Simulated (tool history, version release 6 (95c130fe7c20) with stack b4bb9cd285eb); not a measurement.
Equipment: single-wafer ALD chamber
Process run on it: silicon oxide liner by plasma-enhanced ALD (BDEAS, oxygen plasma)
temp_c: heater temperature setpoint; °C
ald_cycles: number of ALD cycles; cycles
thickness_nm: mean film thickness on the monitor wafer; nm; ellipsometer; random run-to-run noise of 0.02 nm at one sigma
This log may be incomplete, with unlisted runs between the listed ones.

| run | day | temp_c | ald_cycles | thickness_nm |
|---|---|---|---|---|
| 1 | 0.000 | 325 | 59 | 5.5799 |
| 2 | 0.188 | 325 | 65 | 6.1002 |
| 3 | 0.375 | 329 | 65 | 6.0886 |
| 4 | 0.712 | 329 | 61 | 5.7095 |
| 5 | 0.921 | 322 | 61 | 5.8003 |
| 6 | 1.229 | 321 | 62 | 5.8683 |
| 7 | 1.496 | 321 | 63 | 5.9875 |
| 8 | 1.792 | 320 | 63 | 6.0310 |
| 9 | 1.938 | 319 | 63 | 6.0127 |

Predict the results of run 10:
| 10 | 1.983 | 318 | 63 | ? |

{"run 10": {"thickness_nm": 6.037}}
